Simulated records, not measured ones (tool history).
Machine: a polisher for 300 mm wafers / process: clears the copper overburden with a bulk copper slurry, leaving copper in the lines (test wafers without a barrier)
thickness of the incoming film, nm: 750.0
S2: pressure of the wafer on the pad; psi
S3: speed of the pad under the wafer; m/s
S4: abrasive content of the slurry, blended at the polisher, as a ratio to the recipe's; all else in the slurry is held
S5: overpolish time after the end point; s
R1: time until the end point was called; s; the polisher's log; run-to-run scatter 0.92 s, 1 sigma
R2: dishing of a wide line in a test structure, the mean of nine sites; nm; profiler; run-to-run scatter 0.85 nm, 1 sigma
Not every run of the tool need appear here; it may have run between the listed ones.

run 1 hour=0.0 | flow_of_slurry_(ml/min)=280 S2=2.5 S3=1.04 S4=1.0 S5=24 | R1=92.826 R2=83.336
run 2 hour=7.4 | flow_of_slurry_(ml/min)=280 S2=2.5 S3=1.10 S4=1.0 S5=19 | R1=90.205 R2=77.664
run 3 hour=13.6 | flow_of_slurry_(ml/min)=280 S2=2.6 S3=1.14 S4=1.0 S5=16 | R1=82.935 R2=74.306
run 4 hour=20.6 | flow_of_slurry_(ml/min)=280 S2=2.3 S3=1.14 S4=1.0 S5=16 | R1=92.367 R2=68.045
run 5 hour=25.3 | flow_of_slurry_(ml/min)=280 S2=2.4 S3=1.16 S4=1.0 S5=15 | R1=85.749 R2=69.239
run 6 hour=31.9 | flow_of_slurry_(ml/min)=280 S2=2.5 S3=1.18 S4=1.0 S5=14 | R1=84.281 R2=69.320
run 7 hour=35.3 | flow_of_slurry_(ml/min)=280 S2=2.5 S3=1.18 S4=1.0 S5=14 | R1=83.441 R2=69.355

The next listed run, before its measurement:
run 8 hour=42.5 | flow_of_slurry_(ml/min)=280 S2=2.6 S3=1.20 S4=1.0 S5=13 | R1=? R2=?

{"run 8": {"R1": 79.358, "R2": 68.996}}
